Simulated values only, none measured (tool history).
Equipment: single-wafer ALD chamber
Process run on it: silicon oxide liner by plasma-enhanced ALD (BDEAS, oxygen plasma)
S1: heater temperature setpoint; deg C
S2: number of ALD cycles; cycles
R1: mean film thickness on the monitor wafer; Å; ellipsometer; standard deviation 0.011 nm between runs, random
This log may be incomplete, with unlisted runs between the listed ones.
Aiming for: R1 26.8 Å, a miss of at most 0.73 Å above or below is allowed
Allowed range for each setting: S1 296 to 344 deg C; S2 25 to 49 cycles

{"run": 1, "day": 0.0, "S1": 320, "S2": 37, "R1": 36.461}
{"run": 2, "day": 0.183, "S1": 320, "S2": 40, "R1": 39.516}
{"run": 3, "day": 0.488, "S1": 320, "S2": 43, "R1": 42.581}
{"run": 4, "day": 0.788, "S1": 325, "S2": 43, "R1": 42.543}
{"run": 5, "day": 1.121, "S1": 317, "S2": 43, "R1": 42.508}
{"run": 6, "day": 1.158, "S1": 317, "S2": 39, "R1": 38.725}
{"run": 7, "day": 1.267, "S1": 329, "S2": 33, "R1": 32.287}
{"run": 8, "day": 1.629, "S1": 330, "S2": 31, "R1": 30.168}
{"run": 9, "day": 1.942, "S1": 330, "S2": 30, "R1": 29.158}
{"run": 10, "day": 2.112, "S1": 330, "S2": 29, "R1": 28.355}

Consider the 5 candidate settings below. Which is the only one whose results all fall within their allowed miss of target?
{"run": "A", "day": 2.283, "S1": 339, "S2": 26, "R1": "?"}
{"run": "B", "day": 2.283, "S1": 333, "S2": 33, "R1": "?"}
{"run": "C", "day": 2.283, "S1": 333, "S2": 30, "R1": "?"}
{"run": "D", "day": 2.283, "S1": 338, "S2": 28, "R1": "?"}
{"run": "E", "day": 2.283, "S1": 326, "S2": 29, "R1": "?"}

move=A R1=25.008
move=B R1=32.063
move=C R1=29.148
move=D R1=26.977
move=E R1=28.507
A: takes the result that was furthest off past its target
B: the biggest miss grows against the last run
C: the biggest miss grows against the last run
D: all results in spec
E: the biggest miss grows against the last run
D meets every target.

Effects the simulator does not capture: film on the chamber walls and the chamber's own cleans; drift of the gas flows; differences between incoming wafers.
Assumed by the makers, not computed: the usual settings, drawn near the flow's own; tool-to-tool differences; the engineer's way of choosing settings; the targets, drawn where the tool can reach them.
